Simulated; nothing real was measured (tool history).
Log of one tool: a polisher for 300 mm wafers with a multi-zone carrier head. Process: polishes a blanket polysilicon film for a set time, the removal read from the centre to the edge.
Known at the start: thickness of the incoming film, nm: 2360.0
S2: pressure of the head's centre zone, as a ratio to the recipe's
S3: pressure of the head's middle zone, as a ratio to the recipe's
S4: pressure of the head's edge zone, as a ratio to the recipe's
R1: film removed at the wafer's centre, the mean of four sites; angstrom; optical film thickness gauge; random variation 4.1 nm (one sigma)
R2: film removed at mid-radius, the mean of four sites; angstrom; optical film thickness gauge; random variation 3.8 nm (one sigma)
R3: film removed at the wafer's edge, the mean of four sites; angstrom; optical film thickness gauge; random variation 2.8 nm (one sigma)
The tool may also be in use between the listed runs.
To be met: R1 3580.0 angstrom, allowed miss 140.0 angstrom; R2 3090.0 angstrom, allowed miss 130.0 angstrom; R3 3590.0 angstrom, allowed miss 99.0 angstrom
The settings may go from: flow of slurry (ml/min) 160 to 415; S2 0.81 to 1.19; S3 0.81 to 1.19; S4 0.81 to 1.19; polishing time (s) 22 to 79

{"run": 1, "day": 0.0, "flow of slurry (ml/min)": 265, "S2": 1.0, "S3": 1.0, "S4": 1.0, "polishing time (s)": 50, "R1": 2704.6, "R2": 2609.8, "R3": 2673.3}
{"run": 2, "day": 0.158, "flow of slurry (ml/min)": 225, "S2": 1.0, "S3": 1.0, "S4": 1.0, "polishing time (s)": 50, "R1": 2679.1, "R2": 2600.6, "R3": 2633.8}
{"run": 3, "day": 0.492, "flow of slurry (ml/min)": 225, "S2": 1.0, "S3": 0.94, "S4": 1.0, "polishing time (s)": 50, "R1": 2655.7, "R2": 2485.5, "R3": 2642.7}
{"run": 4, "day": 0.562, "flow of slurry (ml/min)": 230, "S2": 1.01, "S3": 0.94, "S4": 1.03, "polishing time (s)": 52, "R1": 2767.0, "R2": 2559.1, "R3": 2819.0}
{"run": 5, "day": 0.933, "flow of slurry (ml/min)": 235, "S2": 1.03, "S3": 0.95, "S4": 1.05, "polishing time (s)": 53, "R1": 2923.4, "R2": 2619.2, "R3": 2860.8}
{"run": 6, "day": 1.158, "flow of slurry (ml/min)": 235, "S2": 1.03, "S3": 0.95, "S4": 1.05, "polishing time (s)": 45, "R1": 2423.0, "R2": 2252.9, "R3": 2452.2}
{"run": 7, "day": 1.467, "flow of slurry (ml/min)": 240, "S2": 1.04, "S3": 0.95, "S4": 1.07, "polishing time (s)": 48, "R1": 2708.5, "R2": 2379.4, "R3": 2597.6}
{"run": 8, "day": 1.621, "flow of slurry (ml/min)": 245, "S2": 1.03, "S3": 0.95, "S4": 1.08, "polishing time (s)": 50, "R1": 2747.0, "R2": 2508.2, "R3": 2764.9}
{"run": 9, "day": 1.85, "flow of slurry (ml/min)": 255, "S2": 1.04, "S3": 0.95, "S4": 1.1, "polishing time (s)": 52, "R1": 2905.6, "R2": 2610.4, "R3": 2935.0}
{"run": 10, "day": 2.042, "flow of slurry (ml/min)": 265, "S2": 1.05, "S3": 0.96, "S4": 1.12, "polishing time (s)": 53, "R1": 2946.0, "R2": 2764.6, "R3": 2977.9}
{"run": 11, "day": 2.15, "flow of slurry (ml/min)": 270, "S2": 1.06, "S3": 0.95, "S4": 1.13, "polishing time (s)": 54, "R1": 3074.1, "R2": 2821.2, "R3": 3010.7}
{"run": 12, "day": 2.25, "flow of slurry (ml/min)": 265, "S2": 1.06, "S3": 0.94, "S4": 1.14, "polishing time (s)": 55, "R1": 3147.0, "R2": 2742.9, "R3": 3099.8}
{"day": 2.571, "done": "edge zone pressure recalibrated"}
{"run": 13, "day": 2.571, "flow of slurry (ml/min)": 270, "S2": 1.06, "S3": 0.94, "S4": 1.15, "polishing time (s)": 56, "R1": 3229.3, "R2": 2827.9, "R3": 3077.5}
{"run": 14, "day": 2.646, "flow of slurry (ml/min)": 260, "S2": 1.05, "S3": 0.93, "S4": 1.16, "polishing time (s)": 58, "R1": 3255.2, "R2": 2886.0, "R3": 3206.2}

5 next moves are on the table. One of them brings every result within its allowed miss. Which?
{"run": "A", "day": 2.721, "flow of slurry (ml/min)": 225, "S2": 0.93, "S3": 0.91, "S4": 1.19, "polishing time (s)": 60, "R1": "?", "R2": "?", "R3": "?"}
{"run": "B", "day": 2.721, "flow of slurry (ml/min)": 250, "S2": 1.15, "S3": 0.88, "S4": 1.13, "polishing time (s)": 57, "R1": "?", "R2": "?", "R3": "?"}
{"run": "C", "day": 2.721, "flow of slurry (ml/min)": 330, "S2": 1.01, "S3": 0.88, "S4": 1.14, "polishing time (s)": 63, "R1": "?", "R2": "?", "R3": "?"}
{"run": "D", "day": 2.721, "flow of slurry (ml/min)": 320, "S2": 0.84, "S3": 1.0, "S4": 1.19, "polishing time (s)": 59, "R1": "?", "R2": "?", "R3": "?"}
{"run": "E", "day": 2.721, "flow of slurry (ml/min)": 270, "S2": 1.07, "S3": 1.06, "S4": 1.11, "polishing time (s)": 51, "R1": "?", "R2": "?", "R3": "?"}

move=A R1=2917.3 R2=2875.4 R3=3275.7
move=B R1=3487.5 R2=2698.1 R3=3083.9
move=C R1=3498.7 R2=3076.6 R3=3500.3
move=D R1=2714.2 R2=3174.4 R3=3321.3
move=E R1=2936.0 R2=2818.5 R3=2753.9
A: further off than the last run
B: further off than the last run
C: meets every target
D: further off than the last run
E: further off than the last run
The right move is C.
